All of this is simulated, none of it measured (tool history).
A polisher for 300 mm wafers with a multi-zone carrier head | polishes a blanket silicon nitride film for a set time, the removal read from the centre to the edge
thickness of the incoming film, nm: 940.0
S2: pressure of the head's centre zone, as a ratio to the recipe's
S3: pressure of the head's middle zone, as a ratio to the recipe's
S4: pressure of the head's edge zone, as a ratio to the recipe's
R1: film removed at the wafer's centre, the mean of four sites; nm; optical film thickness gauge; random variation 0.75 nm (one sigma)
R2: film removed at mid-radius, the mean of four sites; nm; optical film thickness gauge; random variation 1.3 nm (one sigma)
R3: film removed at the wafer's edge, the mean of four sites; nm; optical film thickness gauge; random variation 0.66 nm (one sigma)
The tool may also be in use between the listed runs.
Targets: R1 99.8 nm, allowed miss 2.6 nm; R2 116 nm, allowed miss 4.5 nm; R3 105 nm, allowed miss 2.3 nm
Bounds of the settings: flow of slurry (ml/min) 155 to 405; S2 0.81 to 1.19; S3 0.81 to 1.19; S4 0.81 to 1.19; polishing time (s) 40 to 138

Run 1, hour 0: flow of slurry (ml/min) 260, S2 1, S3 1, S4 1, polishing time (s) 88. Result: R1 153.58 nm, R2 155.79 nm, R3 153.34 nm.
Run 2, hour 0.6: flow of slurry (ml/min) 260, S2 1, S3 1, S4 1.05, polishing time (s) 88. Result: R1 156.1 nm, R2 151.54 nm, R3 158.53 nm.
Run 3, hour 2.8: flow of slurry (ml/min) 255, S2 0.98, S3 0.99, S4 1.01, polishing time (s) 84. Result: R1 144.54 nm, R2 143.55 nm, R3 148.57 nm.
Run 4, hour 11.7: flow of slurry (ml/min) 255, S2 0.98, S3 0.99, S4 1.01, polishing time (s) 63. Result: R1 108.95 nm, R2 110.57 nm, R3 111.94 nm.
Run 5, hour 17.3: flow of slurry (ml/min) 190, S2 0.98, S3 0.99, S4 1.01, polishing time (s) 63. Result: R1 101.62 nm, R2 105.04 nm, R3 108.43 nm.
Run 6, hour 20.9: flow of slurry (ml/min) 190, S2 0.98, S3 1.01, S4 1, polishing time (s) 63. Result: R1 103.57 nm, R2 107.7 nm, R3 108.86 nm.
Run 7, hour 25.6: flow of slurry (ml/min) 185, S2 0.97, S3 1.02, S4 0.99, polishing time (s) 63. Result: R1 102.92 nm, R2 104.96 nm, R3 107.37 nm.
Run 8, hour 30.7: flow of slurry (ml/min) 200, S2 0.94, S3 1.05, S4 0.98, polishing time (s) 63. Result: R1 100.62 nm, R2 108.76 nm, R3 107.15 nm.
Run 9, hour 33.3: flow of slurry (ml/min) 200, S2 0.94, S3 1.07, S4 0.98, polishing time (s) 63. Result: R1 99.235 nm, R2 109.21 nm, R3 106.18 nm.
Run 10, hour 38.3: flow of slurry (ml/min) 200, S2 0.94, S3 1.07, S4 0.98, polishing time (s) 63. Result: R1 101.12 nm, R2 110.07 nm, R3 108.25 nm.

5 next moves are on the table. One of them brings every result within its allowed miss. Which?
Run A, hour 43.3: flow of slurry (ml/min) 250, S2 0.93, S3 1.13, S4 0.95, polishing time (s) 61. Result: R1 ?, R2 ?, R3 ?.
Run B, hour 43.3: flow of slurry (ml/min) 155, S2 0.98, S3 1.02, S4 0.91, polishing time (s) 67. Result: R1 ?, R2 ?, R3 ?.
Run C, hour 43.3: flow of slurry (ml/min) 235, S2 0.97, S3 1.12, S4 0.93, polishing time (s) 62. Result: R1 ?, R2 ?, R3 ?.
Run D, hour 43.3: flow of slurry (ml/min) 310, S2 0.88, S3 1.09, S4 0.95, polishing time (s) 63. Result: R1 ?, R2 ?, R3 ?.
Run E, hour 43.3: flow of slurry (ml/min) 225, S2 0.91, S3 1.08, S4 0.96, polishing time (s) 64. Result: R1 ?, R2 ?, R3 ?.

move      R1      R2      R3
   A  98.902  117.44  104.73
   B  104.22  110.14   106.2
   C  103.92  117.59  104.75
   D   99.24  121.07  110.24
   E  99.868   117.5   109.3
A: meets every target
B: brings the result that was furthest off to its target, and leaves another outside
C: brings the result that was furthest off to its target, and leaves another outside
D: further off than the last run
E: further off than the last run
Move A is the one to make.
